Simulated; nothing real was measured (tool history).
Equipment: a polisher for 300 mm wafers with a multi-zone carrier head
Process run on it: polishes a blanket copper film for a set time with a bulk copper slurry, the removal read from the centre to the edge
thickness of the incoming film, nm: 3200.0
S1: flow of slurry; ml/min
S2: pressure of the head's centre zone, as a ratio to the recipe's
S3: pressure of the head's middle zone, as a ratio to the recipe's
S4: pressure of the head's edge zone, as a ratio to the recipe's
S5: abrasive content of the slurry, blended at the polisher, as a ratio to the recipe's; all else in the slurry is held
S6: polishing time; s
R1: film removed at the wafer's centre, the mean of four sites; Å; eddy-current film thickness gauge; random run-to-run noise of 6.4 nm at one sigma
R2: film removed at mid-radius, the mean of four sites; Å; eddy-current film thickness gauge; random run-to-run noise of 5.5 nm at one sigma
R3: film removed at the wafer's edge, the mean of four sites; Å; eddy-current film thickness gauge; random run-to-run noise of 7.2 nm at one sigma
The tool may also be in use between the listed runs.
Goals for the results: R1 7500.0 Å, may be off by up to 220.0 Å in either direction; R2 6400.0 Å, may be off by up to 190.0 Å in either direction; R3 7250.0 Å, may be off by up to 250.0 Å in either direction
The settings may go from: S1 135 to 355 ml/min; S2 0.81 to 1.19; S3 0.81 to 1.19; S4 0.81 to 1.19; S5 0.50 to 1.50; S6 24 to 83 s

| run | hour | S1 | S2 | S3 | S4 | S5 | S6 | R1 | R2 | R3 |
|---|---|---|---|---|---|---|---|---|---|---|
| 1 | 0.0 | 225 | 1.00 | 1.00 | 1.00 | 1.00 | 53 | 6019.4 | 6003.8 | 6200.4 |
| 2 | 8.9 | 235 | 1.02 | 1.00 | 1.03 | 1.05 | 53 | 6119.1 | 6045.0 | 6487.9 |
| 3 | 9.8 | 235 | 1.02 | 0.95 | 1.03 | 1.05 | 53 | 6107.5 | 5801.1 | 6317.1 |
| 4 | 16.8 | 235 | 0.94 | 0.95 | 1.03 | 1.05 | 53 | 5702.0 | 5867.5 | 6455.3 |
| 5 | 19.0 | 235 | 0.91 | 0.95 | 1.03 | 1.05 | 53 | 5524.6 | 5833.8 | 6401.9 |
| 6 | 25.1 | 245 | 0.96 | 0.96 | 1.04 | 1.10 | 53 | 5890.6 | 5996.2 | 6610.3 |
| 7 | 29.0 | 255 | 1.00 | 0.96 | 1.05 | 1.10 | 53 | 6147.8 | 5960.4 | 6519.3 |
| 8 | 33.5 | 260 | 1.03 | 0.96 | 1.07 | 1.15 | 53 | 6363.1 | 6079.0 | 6783.4 |
| 9 | 34.8 | 270 | 1.06 | 0.96 | 1.08 | 1.15 | 53 | 6522.6 | 6006.5 | 6603.4 |
| 10 | 39.1 | 270 | 1.06 | 0.96 | 1.08 | 1.15 | 53 | 6645.2 | 6086.3 | 6829.1 |
| 11 | 47.0 | 280 | 1.08 | 0.96 | 1.09 | 1.15 | 53 | 6633.8 | 6083.7 | 6956.8 |
| 12 | 54.0 | 285 | 1.10 | 0.97 | 1.09 | 1.15 | 53 | 6698.9 | 6083.6 | 6720.5 |

Pick the move, out of 4, that brings all results within their allowed miss; only one does.
| A | 61.0 | 265 | 0.97 | 1.00 | 1.14 | 1.05 | 55 | ? | ? | ? |
| B | 61.0 | 255 | 1.19 | 0.94 | 1.07 | 1.15 | 58 | ? | ? | ? |
| C | 61.0 | 255 | 1.13 | 0.94 | 1.07 | 1.40 | 55 | ? | ? | ? |
| D | 61.0 | 275 | 1.19 | 0.91 | 1.02 | 1.25 | 58 | ? | ? | ? |

| move | R1 | R2 | R3 |
|---|---|---|---|
| A | 6132.6 | 6327.6 | 6930.9 |
| B | 7882.9 | 6416.3 | 7189.5 |
| C | 7426.1 | 6338.4 | 7100.2 |
| D | 8095.6 | 6409.4 | 7193.3 |
A: misses by more than the last run did
B: the result that was furthest off in the last run now lies on the other side of its target
C: each result inside its tolerance
D: the result that was furthest off in the last run now lies on the other side of its target
C is the move that brings every result within its allowed miss.
